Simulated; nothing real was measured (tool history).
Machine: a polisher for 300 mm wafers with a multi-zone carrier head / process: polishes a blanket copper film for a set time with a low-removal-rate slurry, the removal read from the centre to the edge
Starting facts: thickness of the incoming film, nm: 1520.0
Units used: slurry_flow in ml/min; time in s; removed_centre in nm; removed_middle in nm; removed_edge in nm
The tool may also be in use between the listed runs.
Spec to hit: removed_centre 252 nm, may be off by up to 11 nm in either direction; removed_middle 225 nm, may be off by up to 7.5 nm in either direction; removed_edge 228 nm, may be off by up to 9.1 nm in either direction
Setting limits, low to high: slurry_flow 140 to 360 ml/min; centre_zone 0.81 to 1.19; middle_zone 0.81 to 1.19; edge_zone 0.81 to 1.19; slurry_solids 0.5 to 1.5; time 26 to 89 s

Run 1, hour 0: slurry_flow 230 ml/min, centre_zone 1, middle_zone 1, edge_zone 1, slurry_solids 1, time 57 s. Result: removed_centre 172.03 nm, removed_middle 171.03 nm, removed_edge 176.36 nm.
Run 2, hour 2: slurry_flow 230 ml/min, centre_zone 1, middle_zone 1, edge_zone 1.05, slurry_solids 1, time 57 s. Result: removed_centre 171.63 nm, removed_middle 168.95 nm, removed_edge 180.18 nm.
Run 3, hour 8.4: slurry_flow 240 ml/min, centre_zone 1.04, middle_zone 1.02, edge_zone 1.07, slurry_solids 1.1, time 58 s. Result: removed_centre 185 nm, removed_middle 180.19 nm, removed_edge 188.36 nm.
Run 4, hour 12.8: slurry_flow 240 ml/min, centre_zone 1.04, middle_zone 1.02, edge_zone 1.07, slurry_solids 1.1, time 69 s. Result: removed_centre 222.51 nm, removed_middle 216.74 nm, removed_edge 222.98 nm.
Run 5, hour 19.3: slurry_flow 240 ml/min, centre_zone 1.04, middle_zone 1.05, edge_zone 1.07, slurry_solids 1.1, time 69 s. Result: removed_centre 222.72 nm, removed_middle 227.08 nm, removed_edge 222.52 nm.
Run 6, hour 25.7: slurry_flow 245 ml/min, centre_zone 1.06, middle_zone 1.04, edge_zone 1.07, slurry_solids 1.1, time 69 s. Result: removed_centre 226.35 nm, removed_middle 218.98 nm, removed_edge 223.46 nm.
Run 7, hour 30.1: slurry_flow 270 ml/min, centre_zone 1.15, middle_zone 1.08, edge_zone 1.06, slurry_solids 1.15, time 69 s. Result: removed_centre 250.57 nm, removed_middle 234.08 nm, removed_edge 230.52 nm.
Run 8, hour 33: slurry_flow 270 ml/min, centre_zone 1.15, middle_zone 1.07, edge_zone 1.06, slurry_solids 1.15, time 69 s. Result: removed_centre 253.19 nm, removed_middle 233.72 nm, removed_edge 230.57 nm.

Which single option among these 4 for the next run brings every result within its allowed miss of target? Just one does.
Run A, hour 35.9: slurry_flow 280 ml/min, centre_zone 1.12, middle_zone 1.12, edge_zone 1.06, slurry_solids 1.15, time 70 s. Result: removed_centre ?, removed_middle ?, removed_edge ?.
Run B, hour 35.9: slurry_flow 305 ml/min, centre_zone 1.16, middle_zone 1.05, edge_zone 1.1, slurry_solids 0.9, time 71 s. Result: removed_centre ?, removed_middle ?, removed_edge ?.
Run C, hour 35.9: slurry_flow 280 ml/min, centre_zone 1.15, middle_zone 1.08, edge_zone 1.06, slurry_solids 1.1, time 71 s. Result: removed_centre ?, removed_middle ?, removed_edge ?.
Run D, hour 35.9: slurry_flow 245 ml/min, centre_zone 1.15, middle_zone 1.19, edge_zone 1.09, slurry_solids 1.3, time 66 s. Result: removed_centre ?, removed_middle ?, removed_edge ?.

move  removed_centre  removed_middle  removed_edge
   A           251.1          247.25        228.38
   B          251.74          226.58        225.09
   C           258.6          240.62        229.45
   D          245.53          248.55        221.66
A: its largest miss is bigger than the last run's
B: in spec on every target
C: its largest miss is bigger than the last run's
D: its largest miss is bigger than the last run's
Go with B: it meets all targets.
